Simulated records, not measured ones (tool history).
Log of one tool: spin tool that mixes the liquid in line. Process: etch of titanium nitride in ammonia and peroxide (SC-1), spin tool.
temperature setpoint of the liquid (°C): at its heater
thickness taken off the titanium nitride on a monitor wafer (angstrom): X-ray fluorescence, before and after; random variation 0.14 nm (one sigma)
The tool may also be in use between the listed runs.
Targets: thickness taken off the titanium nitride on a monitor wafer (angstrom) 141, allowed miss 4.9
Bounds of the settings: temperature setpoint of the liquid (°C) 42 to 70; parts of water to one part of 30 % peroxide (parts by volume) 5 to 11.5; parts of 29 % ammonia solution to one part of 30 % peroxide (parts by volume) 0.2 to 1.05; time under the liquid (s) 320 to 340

run	day	temperature setpoint of the liquid (°C)	parts of water to one part of 30 % peroxide (parts by volume)	parts of 29 % ammonia solution to one part of 30 % peroxide (parts by volume)	time under the liquid (s)	thickness taken off the titanium nitride on a monitor wafer (angstrom)
1	0	58	6.5	0.55	320	384.13
2	0.088	58	6.5	0.55	340	408.18
3	0.379	55	6.5	0.55	340	332.05
4	0.725	55	7.5	0.55	340	308.61
5	0.992	53	7.5	0.55	340	271.71
6	1.321	53	9.5	0.55	340	241.78
7	1.496	51.5	9.5	0.55	340	217.03
8	1.625	50.5	9.5	0.55	340	199.23
9	1.725	49.5	9.5	0.55	340	190.49

Which of these 4 next moves meets every target?
A	1.825	53	8.5	0.6	340	?
B	1.825	47.5	11	0.5	320	?
C	1.825	49.5	11	0.45	340	?
D	1.825	45.5	7.5	0.2	320	?

move	thickness taken off the titanium nitride on a monitor wafer (angstrom)
A	256.41
B	139.65
C	167.63
D	125.32
A: further off than the last run
B: meets every target
C: nearer than the last run, and not there yet
D: takes the result that was furthest off past its target
Answer: B
